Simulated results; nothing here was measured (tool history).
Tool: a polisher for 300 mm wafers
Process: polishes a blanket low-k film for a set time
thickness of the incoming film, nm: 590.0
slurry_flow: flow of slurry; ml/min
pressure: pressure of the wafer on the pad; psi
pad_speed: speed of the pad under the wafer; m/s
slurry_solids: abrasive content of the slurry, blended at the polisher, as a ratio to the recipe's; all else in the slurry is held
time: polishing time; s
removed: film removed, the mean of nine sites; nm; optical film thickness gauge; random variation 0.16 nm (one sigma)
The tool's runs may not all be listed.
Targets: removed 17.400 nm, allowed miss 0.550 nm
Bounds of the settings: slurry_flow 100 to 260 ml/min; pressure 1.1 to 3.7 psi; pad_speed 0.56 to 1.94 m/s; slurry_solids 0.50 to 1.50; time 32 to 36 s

run    day  slurry_flow  pressure  pad_speed  slurry_solids  time  removed
  1  0.000          165       2.4       1.24           1.00    36   26.308
  2  0.288          165       2.4       1.24           1.00    32   22.748
  3  0.312          160       2.2       1.24           1.00    32   21.233
  4  0.658          205       2.2       1.24           1.00    32   22.104
  5  0.896          220       2.2       1.24           1.00    32   22.082
  6  1.142          220       2.1       1.24           1.00    32   20.845
  7  1.208          220       2.0       1.24           1.00    32   20.150
  8  1.275          220       1.9       1.24           1.00    32   19.946

5 next moves are on the table. One of them brings every result within its allowed miss. Which?
  A  1.342          230       1.8       1.36           1.10    36        ?
  B  1.342          220       2.4       0.60           1.20    36        ?
  C  1.342          250       1.7       1.20           1.10    33        ?
  D  1.342          210       1.9       1.26           0.95    35        ?
  E  1.342          225       1.7       1.10           0.80    36        ?

move  removed
   A   23.633
   B   15.828
   C   18.918
   D   21.269
   E   17.130
A: further off than the last run
B: takes the result that was furthest off past its target
C: nearer than the last run, and not there yet
D: further off than the last run
E: meets every target
The right move is E.
